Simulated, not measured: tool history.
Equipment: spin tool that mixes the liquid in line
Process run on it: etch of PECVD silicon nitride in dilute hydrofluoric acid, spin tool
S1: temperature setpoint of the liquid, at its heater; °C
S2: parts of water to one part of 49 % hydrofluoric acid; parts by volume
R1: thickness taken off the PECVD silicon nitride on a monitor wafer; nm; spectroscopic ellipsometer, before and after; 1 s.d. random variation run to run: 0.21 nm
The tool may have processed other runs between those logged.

Run 1, hour 0.0: S1 26.0 °C, S2 55 parts by volume, time under the liquid (s) 305. Result: R1 16.268 nm.
Run 2, hour 5.4: S1 28.0 °C, S2 50 parts by volume, time under the liquid (s) 305. Result: R1 20.415 nm.
Run 3, hour 11.9: S1 24.5 °C, S2 50 parts by volume, time under the liquid (s) 305. Result: R1 16.257 nm.
Run 4, hour 20.6: S1 27.0 °C, S2 45 parts by volume, time under the liquid (s) 305. Result: R1 21.351 nm.
Run 5, hour 26.3: S1 27.0 °C, S2 45 parts by volume, time under the liquid (s) 325. Result: R1 22.462 nm.
Run 6, hour 28.3: S1 29.0 °C, S2 45 parts by volume, time under the liquid (s) 325. Result: R1 25.695 nm.

The next listed run, before its measurement:
Run 7, hour 31.7: S1 30.5 °C, S2 45 parts by volume, time under the liquid (s) 325. Result: R1 ?.

Logged for run 7: R1 28.615 nm.
